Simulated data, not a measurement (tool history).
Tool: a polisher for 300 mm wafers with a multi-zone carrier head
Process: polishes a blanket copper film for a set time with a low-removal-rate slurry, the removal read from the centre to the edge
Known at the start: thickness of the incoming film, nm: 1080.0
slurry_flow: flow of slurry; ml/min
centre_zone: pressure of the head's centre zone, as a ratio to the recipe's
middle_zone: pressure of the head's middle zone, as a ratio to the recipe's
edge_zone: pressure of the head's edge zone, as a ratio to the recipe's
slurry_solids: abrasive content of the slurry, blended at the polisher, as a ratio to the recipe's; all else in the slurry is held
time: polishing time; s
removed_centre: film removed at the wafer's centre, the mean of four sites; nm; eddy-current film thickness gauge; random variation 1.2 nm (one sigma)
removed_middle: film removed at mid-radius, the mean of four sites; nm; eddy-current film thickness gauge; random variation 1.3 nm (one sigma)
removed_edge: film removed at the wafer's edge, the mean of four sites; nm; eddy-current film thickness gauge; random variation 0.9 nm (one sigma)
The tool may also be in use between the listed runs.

run    day  slurry_flow  centre_zone  middle_zone  edge_zone  slurry_solids  time  removed_centre  removed_middle  removed_edge
  1      0          120            1            1          1              1    39          91.104          91.837        91.487
  2  0.358          120            1            1          1            1.1    39          93.154           94.04        92.489
  3  0.692          120            1            1       0.95            1.1    39          93.305          96.612        91.231
  4  0.958          120            1            1       0.88            1.1    39          92.991          94.607        85.729
  5  1.062          130         1.02         1.01       0.91           1.15    39          96.934          96.812        88.969
  6  1.108          145         1.02         1.01       0.91           1.15    39          100.71          103.08        92.573
  7  1.388          150         1.03         1.01       0.92           1.15    39          102.79          103.09        93.688
  8  1.733          155         1.04         1.01       0.93           1.15    39          104.46          102.44        93.307
  9  1.858          160         1.05         1.02       0.94            1.2    39          106.07          103.64        95.304

Forecast run 10:
 10  1.938          165         1.05         1.03       0.94           1.25    39               ?               ?             ?

Run 10 gave removed_centre 109.1 nm, removed_middle 105.83 nm, removed_edge 96.569 nm.

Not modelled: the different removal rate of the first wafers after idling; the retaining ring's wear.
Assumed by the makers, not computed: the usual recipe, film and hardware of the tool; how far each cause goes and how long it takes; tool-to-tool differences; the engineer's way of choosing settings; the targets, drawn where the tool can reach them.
